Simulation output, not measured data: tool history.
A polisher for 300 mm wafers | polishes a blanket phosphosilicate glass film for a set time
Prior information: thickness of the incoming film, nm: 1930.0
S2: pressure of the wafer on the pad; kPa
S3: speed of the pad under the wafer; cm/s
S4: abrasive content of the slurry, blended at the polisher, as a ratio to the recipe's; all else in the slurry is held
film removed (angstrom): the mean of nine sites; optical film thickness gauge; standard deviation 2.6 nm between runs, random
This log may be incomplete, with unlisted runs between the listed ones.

run 1 hour=0.0 | flow_of_slurry_(ml/min)=205 S2=17.9 S3=120 S4=1.00 polishing_time_(s)=58 | film_removed_(angstrom)=4742.6
run 2 hour=4.2 | flow_of_slurry_(ml/min)=205 S2=15.2 S3=120 S4=1.00 polishing_time_(s)=58 | film_removed_(angstrom)=4034.1
run 3 hour=7.1 | flow_of_slurry_(ml/min)=200 S2=15.2 S3=120 S4=1.00 polishing_time_(s)=58 | film_removed_(angstrom)=3978.4
run 4 hour=9.1 | flow_of_slurry_(ml/min)=200 S2=15.2 S3=120 S4=1.05 polishing_time_(s)=58 | film_removed_(angstrom)=4098.5
run 5 hour=18.0 | flow_of_slurry_(ml/min)=200 S2=11.0 S3=120 S4=1.05 polishing_time_(s)=58 | film_removed_(angstrom)=3034.7
run 6 hour=20.0 | flow_of_slurry_(ml/min)=200 S2=11.0 S3=120 S4=1.05 polishing_time_(s)=58 | film_removed_(angstrom)=3064.2
run 7 hour=28.4 | flow_of_slurry_(ml/min)=205 S2=11.7 S3=120 S4=1.05 polishing_time_(s)=58 | film_removed_(angstrom)=3199.1

Run 8 is up next; what results do you expect?
run 8 hour=33.8 | flow_of_slurry_(ml/min)=205 S2=12.4 S3=120 S4=1.05 polishing_time_(s)=58 | film_removed_(angstrom)=?

{"run 8": {"film removed (angstrom)": 3375.2}}
